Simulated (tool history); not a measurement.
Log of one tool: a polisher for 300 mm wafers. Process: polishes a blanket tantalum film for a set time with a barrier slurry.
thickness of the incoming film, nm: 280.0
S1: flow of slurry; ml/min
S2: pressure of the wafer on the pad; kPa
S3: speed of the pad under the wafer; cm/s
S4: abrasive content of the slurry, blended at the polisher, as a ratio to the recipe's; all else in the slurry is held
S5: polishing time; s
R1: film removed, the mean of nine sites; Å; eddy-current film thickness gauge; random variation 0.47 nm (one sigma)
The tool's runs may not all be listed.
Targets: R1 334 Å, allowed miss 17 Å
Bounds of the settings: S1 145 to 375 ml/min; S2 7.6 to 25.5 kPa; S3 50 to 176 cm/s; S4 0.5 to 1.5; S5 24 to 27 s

run 1 day=0 | S1=240 S2=16.5 S3=112 S4=1 S5=27 | R1=684.13
run 2 day=0.275 | S1=185 S2=16.5 S3=112 S4=1 S5=27 | R1=656.06
run 3 day=0.512 | S1=185 S2=13.8 S3=108 S4=1 S5=27 | R1=522.46
run 4 day=0.812 | S1=185 S2=17.2 S3=108 S4=1 S5=27 | R1=664.85
run 5 day=0.962 | S1=185 S2=15.2 S3=108 S4=1 S5=27 | R1=574.07
run 6 day=1.129 | S1=185 S2=13.1 S3=106 S4=1 S5=27 | R1=490.06
run 7 day=1.5 | S1=185 S2=11.7 S3=106 S4=1 S5=27 | R1=451.15
run 8 day=1.725 | S1=185 S2=10.3 S3=104 S4=1 S5=27 | R1=378.63
run 9 day=2.046 | S1=185 S2=9.7 S3=104 S4=1 S5=27 | R1=358.63
run 10 day=2.275 | S1=185 S2=9.7 S3=104 S4=1 S5=27 | R1=362.47
run 11 day=2.392 | S1=185 S2=8.3 S3=102 S4=1 S5=27 | R1=306.2

Which of these 4 next moves meets every target?
run A day=2.508 | S1=180 S2=8.3 S3=88 S4=1.5 S5=27 | R1=?
run B day=2.508 | S1=145 S2=7.6 S3=128 S4=0.85 S5=27 | R1=?
run C day=2.508 | S1=150 S2=7.6 S3=114 S4=1 S5=24 | R1=?
run D day=2.508 | S1=175 S2=9 S3=88 S4=1.25 S5=26 | R1=?

move=A R1=301.85
move=B R1=333.77
move=C R1=280.43
move=D R1=299.56
A: further off than the last run
B: meets every target
C: further off than the last run
D: further off than the last run
Move B is the one to make.
